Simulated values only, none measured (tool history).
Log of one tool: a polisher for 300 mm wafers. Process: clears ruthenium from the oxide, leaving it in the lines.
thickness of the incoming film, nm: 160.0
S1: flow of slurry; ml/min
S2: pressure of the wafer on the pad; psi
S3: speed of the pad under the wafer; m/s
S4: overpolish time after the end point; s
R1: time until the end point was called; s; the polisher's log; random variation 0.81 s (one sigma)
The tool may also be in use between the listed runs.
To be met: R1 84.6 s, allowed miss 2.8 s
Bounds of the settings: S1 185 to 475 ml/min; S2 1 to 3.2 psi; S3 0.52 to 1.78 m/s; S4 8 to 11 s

run	hour	S1	S2	S3	S4	R1
1	0	305	2.1	1.14	11	102.65
2	6.2	365	2.1	1.14	11	100.11
3	13.1	365	2.1	1.14	8	101.29
4	16.8	365	2.1	0.94	8	119.84
5	20.1	365	2.3	0.94	8	112.16
6	23.2	365	2.3	0.94	8	109.75
7	24.4	365	2.4	0.94	8	104.37
8	30.9	365	2.5	0.94	8	100.96
9	37.8	365	2.6	0.94	8	98.382
10	46.6	365	2.7	0.94	8	94.231
11	54.9	365	2.8	0.94	8	91.655
12	58.1	365	2.9	0.94	8	89.759

4 next moves are on the table. One of them brings every result within its allowed miss. Which?
A	61.3	395	2.8	0.94	8	?
B	61.3	400	2.7	0.96	8	?
C	61.3	370	3.1	0.92	8	?
D	61.3	470	3.1	0.98	11	?

move	R1
A	90.737
B	92.058
C	84.201
D	78.112
A: further off than the last run
B: further off than the last run
C: meets every target
D: takes the result that was furthest off past its target
Answer: C
